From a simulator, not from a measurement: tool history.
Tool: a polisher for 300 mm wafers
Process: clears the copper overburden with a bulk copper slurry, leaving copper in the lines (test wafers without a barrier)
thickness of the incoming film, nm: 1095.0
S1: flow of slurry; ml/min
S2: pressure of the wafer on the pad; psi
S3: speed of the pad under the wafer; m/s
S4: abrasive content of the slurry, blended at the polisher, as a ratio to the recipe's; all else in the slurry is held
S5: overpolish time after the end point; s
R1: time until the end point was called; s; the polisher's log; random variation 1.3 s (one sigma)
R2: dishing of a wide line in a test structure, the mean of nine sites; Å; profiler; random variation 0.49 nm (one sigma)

{"run": 1, "day": 0.0, "S1": 170, "S2": 2.6, "S3": 1.16, "S4": 1, "S5": 8, "R1": 118.04, "R2": 485.96}
{"run": 2, "day": 0.192, "S1": 170, "S2": 2.6, "S3": 1.16, "S4": 1.1, "S5": 8, "R1": 116.14, "R2": 487.7}
{"run": 3, "day": 0.429, "S1": 175, "S2": 2.7, "S3": 1.16, "S4": 1.1, "S5": 8, "R1": 112.77, "R2": 502.31}
{"run": 4, "day": 0.479, "S1": 175, "S2": 2.8, "S3": 1.16, "S4": 1.1, "S5": 8, "R1": 109.77, "R2": 522.82}
{"run": 5, "day": 0.65, "S1": 175, "S2": 2.9, "S3": 1.18, "S4": 1.1, "S5": 8, "R1": 101.2, "R2": 531.87}
{"run": 6, "day": 0.979, "S1": 175, "S2": 2.9, "S3": 1.02, "S4": 1.1, "S5": 8, "R1": 114.73, "R2": 502.48}

The next listed run, before its measurement:
{"run": 7, "day": 1.104, "S1": 175, "S2": 3, "S3": 1.02, "S4": 1.1, "S5": 8, "R1": "?", "R2": "?"}

Run 7 gave R1 109.67 s, R2 515.16 Å.
